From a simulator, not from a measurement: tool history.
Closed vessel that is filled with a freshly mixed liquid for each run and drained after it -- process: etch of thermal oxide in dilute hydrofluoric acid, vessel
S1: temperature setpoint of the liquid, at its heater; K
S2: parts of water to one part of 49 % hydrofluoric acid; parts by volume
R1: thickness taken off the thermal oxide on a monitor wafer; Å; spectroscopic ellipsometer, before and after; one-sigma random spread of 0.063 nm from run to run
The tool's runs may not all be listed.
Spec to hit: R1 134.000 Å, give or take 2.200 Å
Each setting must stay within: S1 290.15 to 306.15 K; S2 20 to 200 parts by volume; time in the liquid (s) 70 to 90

{"run": 1, "hour": 0.0, "S1": 298.15, "S2": 110, "time in the liquid (s)": 90, "R1": 37.795}
{"run": 2, "hour": 7.0, "S1": 300.15, "S2": 90, "time in the liquid (s)": 90, "R1": 51.265}
{"run": 3, "hour": 7.9, "S1": 301.65, "S2": 75, "time in the liquid (s)": 90, "R1": 66.546}
{"run": 4, "hour": 15.4, "S1": 301.65, "S2": 50, "time in the liquid (s)": 90, "R1": 103.75}
{"run": 5, "hour": 17.8, "S1": 303.15, "S2": 50, "time in the liquid (s)": 90, "R1": 109.5}
{"run": 6, "hour": 20.0, "S1": 303.65, "S2": 50, "time in the liquid (s)": 90, "R1": 111.57}
{"run": 7, "hour": 23.1, "S1": 304.15, "S2": 50, "time in the liquid (s)": 90, "R1": 114.32}
{"hour": 24.1, "done": "hydrofluoric acid flow meter replaced"}
{"run": 8, "hour": 24.1, "S1": 304.65, "S2": 50, "time in the liquid (s)": 90, "R1": 122.95}
{"run": 9, "hour": 28.2, "S1": 305.15, "S2": 50, "time in the liquid (s)": 90, "R1": 125.94}
{"run": 10, "hour": 29.8, "S1": 305.65, "S2": 50, "time in the liquid (s)": 90, "R1": 129.37}
{"run": 11, "hour": 32.1, "S1": 306.15, "S2": 50, "time in the liquid (s)": 90, "R1": 131.01}
{"run": 12, "hour": 40.2, "S1": 306.15, "S2": 45, "time in the liquid (s)": 90, "R1": 145.91}
{"run": 13, "hour": 45.1, "S1": 305.65, "S2": 45, "time in the liquid (s)": 90, "R1": 144.48}
{"run": 14, "hour": 49.1, "S1": 305.15, "S2": 45, "time in the liquid (s)": 90, "R1": 140.25}
{"run": 15, "hour": 55.2, "S1": 304.65, "S2": 45, "time in the liquid (s)": 90, "R1": 137.16}

4 next moves are on the table. One of them brings every result within its allowed miss. Which?
{"run": "A", "hour": 61.3, "S1": 305.65, "S2": 50, "time in the liquid (s)": 90, "R1": "?"}
{"run": "B", "hour": 61.3, "S1": 306.15, "S2": 45, "time in the liquid (s)": 80, "R1": "?"}
{"run": "C", "hour": 61.3, "S1": 303.65, "S2": 45, "time in the liquid (s)": 90, "R1": "?"}
{"run": "D", "hour": 61.3, "S1": 305.65, "S2": 45, "time in the liquid (s)": 80, "R1": "?"}

move=A R1=129.140
move=B R1=131.110
move=C R1=133.830
move=D R1=128.600
A: carries the result that was furthest off beyond its target, to the other side
B: carries the result that was furthest off beyond its target, to the other side
C: every result within its allowed miss
D: carries the result that was furthest off beyond its target, to the other side
Go with C: it meets all targets.
